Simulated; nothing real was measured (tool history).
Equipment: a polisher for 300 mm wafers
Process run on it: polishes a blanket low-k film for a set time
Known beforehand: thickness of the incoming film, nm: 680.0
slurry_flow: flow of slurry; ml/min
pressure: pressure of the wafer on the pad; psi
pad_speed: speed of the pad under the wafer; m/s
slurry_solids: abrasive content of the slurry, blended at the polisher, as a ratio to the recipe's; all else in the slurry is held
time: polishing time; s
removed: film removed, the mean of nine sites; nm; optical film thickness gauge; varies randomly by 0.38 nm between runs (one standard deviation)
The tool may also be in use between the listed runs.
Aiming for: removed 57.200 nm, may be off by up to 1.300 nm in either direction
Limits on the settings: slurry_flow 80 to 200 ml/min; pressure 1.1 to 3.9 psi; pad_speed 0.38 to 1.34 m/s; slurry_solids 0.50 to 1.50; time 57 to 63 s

run,hour,slurry_flow,pressure,pad_speed,slurry_solids,time,removed
1,0.0,130,2.5,0.86,1.00,63,30.896
2,1.4,130,2.5,0.86,0.90,63,29.702
3,8.8,150,2.5,0.86,0.90,63,30.344
4,11.9,160,3.0,0.88,0.90,63,36.939
5,19.8,165,3.3,0.92,0.90,63,42.739
6,28.2,165,3.3,0.82,0.90,63,38.205
7,34.4,170,3.5,0.88,0.90,63,43.299
8,36.7,175,3.6,0.92,0.90,63,46.387
9,37.2,175,3.7,0.96,0.90,63,49.321
10,38.9,175,3.7,0.96,0.90,63,48.817
11,46.5,180,3.8,1.00,0.90,63,52.336
12,54.5,180,3.8,1.02,0.90,63,53.021
13,61.5,180,3.8,1.04,0.90,63,54.223

Below are 4 possible settings for the next run. Only one of them brings all results inside the allowed miss of their targets. Which is it?
A,68.5,170,3.4,1.18,1.00,60,?
B,68.5,160,3.9,1.14,0.85,63,?
C,68.5,175,3.9,1.04,0.85,63,?
D,68.5,180,3.8,1.06,0.90,62,?

move,removed
A,52.888
B,56.936
C,53.824
D,54.018
A: moves away from the targets compared with the last run
B: in spec on every target
C: moves away from the targets compared with the last run
D: moves away from the targets compared with the last run
Go with B: it meets all targets.
